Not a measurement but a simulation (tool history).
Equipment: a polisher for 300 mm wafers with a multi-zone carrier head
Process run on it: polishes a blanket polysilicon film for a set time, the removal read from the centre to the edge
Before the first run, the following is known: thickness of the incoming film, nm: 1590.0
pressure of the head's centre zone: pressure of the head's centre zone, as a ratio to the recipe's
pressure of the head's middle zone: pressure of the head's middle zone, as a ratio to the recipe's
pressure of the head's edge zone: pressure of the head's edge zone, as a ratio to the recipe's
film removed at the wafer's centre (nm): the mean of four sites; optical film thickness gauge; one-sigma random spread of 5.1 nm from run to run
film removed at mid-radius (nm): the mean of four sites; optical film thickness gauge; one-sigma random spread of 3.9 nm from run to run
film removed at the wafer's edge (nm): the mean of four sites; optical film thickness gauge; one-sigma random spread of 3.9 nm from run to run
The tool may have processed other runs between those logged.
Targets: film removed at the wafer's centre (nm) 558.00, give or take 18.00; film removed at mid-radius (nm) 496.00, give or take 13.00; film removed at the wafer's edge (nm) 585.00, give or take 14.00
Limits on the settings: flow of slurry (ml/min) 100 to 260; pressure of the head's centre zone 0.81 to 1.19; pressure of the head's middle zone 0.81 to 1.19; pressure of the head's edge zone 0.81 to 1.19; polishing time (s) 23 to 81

run,hour,flow of slurry (ml/min),pressure of the head's centre zone,pressure of the head's middle zone,pressure of the head's edge zone,polishing time (s),film removed at the wafer's centre (nm),film removed at mid-radius (nm),film removed at the wafer's edge (nm)
1,0.0,165,1.00,1.00,1.00,52,407.23,409.67,421.71
2,8.4,165,1.00,1.00,0.93,52,411.66,404.88,411.65
3,16.6,165,1.00,0.95,0.93,52,415.30,385.61,410.27
4,24.3,175,1.01,0.93,1.00,56,449.42,411.36,461.74
5,25.5,190,1.03,0.93,1.05,58,471.53,433.69,489.93
6,28.1,190,1.03,0.93,1.01,58,475.53,433.99,481.76
7,33.9,195,1.05,0.93,1.05,60,498.90,445.93,511.14
8,41.3,205,1.07,0.94,1.08,61,525.87,462.04,528.16
9,45.5,215,1.07,0.94,1.11,62,533.04,465.94,546.07
10,51.0,220,1.07,0.95,1.13,63,554.61,485.44,558.18
11,56.8,225,1.06,0.95,1.15,63,543.34,484.84,567.62
12,63.4,230,1.06,0.95,1.16,63,561.56,489.13,568.53

4 candidate next runs follow, results not yet known. Just one meets every target within its allowed miss. Identify it.
A,70.0,260,1.18,0.95,1.07,63,?,?,?
B,70.0,255,1.08,0.91,1.19,63,?,?,?
C,70.0,250,1.06,0.95,1.19,63,?,?,?
D,70.0,160,0.96,0.92,1.19,69,?,?,?

move,film removed at the wafer's centre (nm),film removed at mid-radius (nm),film removed at the wafer's edge (nm)
A,613.42,490.50,556.65
B,569.50,472.34,587.86
C,559.85,488.59,586.60
D,531.14,491.90,615.93
A: misses by more than the last run did
B: gets the furthest-off result to its target, but another result is out of tolerance
C: in spec on every target
D: pushes the last run's worst result past its target
The move that meets every target is C.
